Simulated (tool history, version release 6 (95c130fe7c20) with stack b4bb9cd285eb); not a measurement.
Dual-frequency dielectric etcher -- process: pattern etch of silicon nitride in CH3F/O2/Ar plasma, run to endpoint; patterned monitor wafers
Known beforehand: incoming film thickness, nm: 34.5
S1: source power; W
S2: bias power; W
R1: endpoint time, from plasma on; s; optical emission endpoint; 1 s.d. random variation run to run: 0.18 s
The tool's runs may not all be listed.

| run | day | S1 | S2 | R1 |
|---|---|---|---|---|
| 1 | 0 | 480 | 81 | 43.899 |
| 2 | 0.333 | 480 | 86 | 43.126 |
| 3 | 0.583 | 480 | 73 | 45.606 |
| 4 | 0.812 | 440 | 71 | 47.529 |
| 5 | 0.958 | 510 | 71 | 44.645 |
| 6 | 1.179 | 470 | 69 | 46.167 |
| 7 | 1.242 | 430 | 67 | 48.892 |
| 8 | 1.271 | 410 | 66 | 50.026 |

Expected results for the next run?
| 9 | 1.625 | 400 | 65 | ? |

{"run 9": {"R1": 50.62}}
